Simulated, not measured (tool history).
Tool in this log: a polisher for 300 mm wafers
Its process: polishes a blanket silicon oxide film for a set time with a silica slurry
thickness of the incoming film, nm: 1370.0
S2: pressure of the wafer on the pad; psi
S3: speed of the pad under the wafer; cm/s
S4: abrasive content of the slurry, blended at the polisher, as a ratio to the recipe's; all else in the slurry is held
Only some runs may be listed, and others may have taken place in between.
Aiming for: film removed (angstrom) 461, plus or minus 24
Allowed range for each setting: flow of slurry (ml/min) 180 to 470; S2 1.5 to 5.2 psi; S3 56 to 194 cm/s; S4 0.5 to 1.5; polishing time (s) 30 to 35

run 1 hour=0 | flow_of_slurry_(ml/min)=300 S2=3.3 S3=124 S4=1 polishing_time_(s)=35 | film_removed_(angstrom)=889.96
run 2 hour=1.4 | flow_of_slurry_(ml/min)=300 S2=3 S3=120 S4=1 polishing_time_(s)=35 | film_removed_(angstrom)=778.49
run 3 hour=3.6 | flow_of_slurry_(ml/min)=300 S2=2.7 S3=118 S4=1 polishing_time_(s)=35 | film_removed_(angstrom)=690.45
run 4 hour=6.2 | flow_of_slurry_(ml/min)=300 S2=2.7 S3=118 S4=0.9 polishing_time_(s)=35 | film_removed_(angstrom)=652.9
run 5 hour=15.1 | flow_of_slurry_(ml/min)=300 S2=2.5 S3=118 S4=0.9 polishing_time_(s)=35 | film_removed_(angstrom)=610.57
run 6 hour=17.3 | flow_of_slurry_(ml/min)=355 S2=2.5 S3=118 S4=0.9 polishing_time_(s)=35 | film_removed_(angstrom)=643.48
run 7 hour=22.3 | flow_of_slurry_(ml/min)=310 S2=1.5 S3=114 S4=0.9 polishing_time_(s)=35 | film_removed_(angstrom)=376.69
run 8 hour=29.2 | flow_of_slurry_(ml/min)=320 S2=1.6 S3=114 S4=0.9 polishing_time_(s)=35 | film_removed_(angstrom)=402.85
run 9 hour=33.3 | flow_of_slurry_(ml/min)=325 S2=1.6 S3=114 S4=0.9 polishing_time_(s)=35 | film_removed_(angstrom)=399.45
run 10 hour=35.9 | flow_of_slurry_(ml/min)=325 S2=1.6 S3=114 S4=0.9 polishing_time_(s)=35 | film_removed_(angstrom)=403.45
run 11 hour=42.9 | flow_of_slurry_(ml/min)=325 S2=2.1 S3=116 S4=0.9 polishing_time_(s)=35 | film_removed_(angstrom)=520.57
run 12 hour=43.8 | flow_of_slurry_(ml/min)=315 S2=2.1 S3=116 S4=0.9 polishing_time_(s)=35 | film_removed_(angstrom)=522.42
run 13 hour=45.7 | flow_of_slurry_(ml/min)=315 S2=1.7 S3=114 S4=0.9 polishing_time_(s)=35 | film_removed_(angstrom)=426.66

Of the 5 settings listed for the next run, only one would bring every result within its allowed miss of target. Which one?
run A hour=47.6 | flow_of_slurry_(ml/min)=330 S2=1.9 S3=128 S4=1 polishing_time_(s)=34 | film_removed_(angstrom)=?
run B hour=47.6 | flow_of_slurry_(ml/min)=385 S2=2.1 S3=96 S4=1 polishing_time_(s)=30 | film_removed_(angstrom)=?
run C hour=47.6 | flow_of_slurry_(ml/min)=335 S2=3 S3=78 S4=0.5 polishing_time_(s)=35 | film_removed_(angstrom)=?
run D hour=47.6 | flow_of_slurry_(ml/min)=310 S2=2.5 S3=80 S4=1.1 polishing_time_(s)=35 | film_removed_(angstrom)=?
run E hour=47.6 | flow_of_slurry_(ml/min)=370 S2=1.5 S3=128 S4=0.9 polishing_time_(s)=30 | film_removed_(angstrom)=?

move=A film_removed_(angstrom)=523.13
move=B film_removed_(angstrom)=420.86
move=C film_removed_(angstrom)=463.95
move=D film_removed_(angstrom)=520.97
move=E film_removed_(angstrom)=359.28
A: takes the biggest miss from the last run beyond its target
B: further off than the last run
C: all results land within tolerance of their targets
D: takes the biggest miss from the last run beyond its target
E: further off than the last run
Answer: C
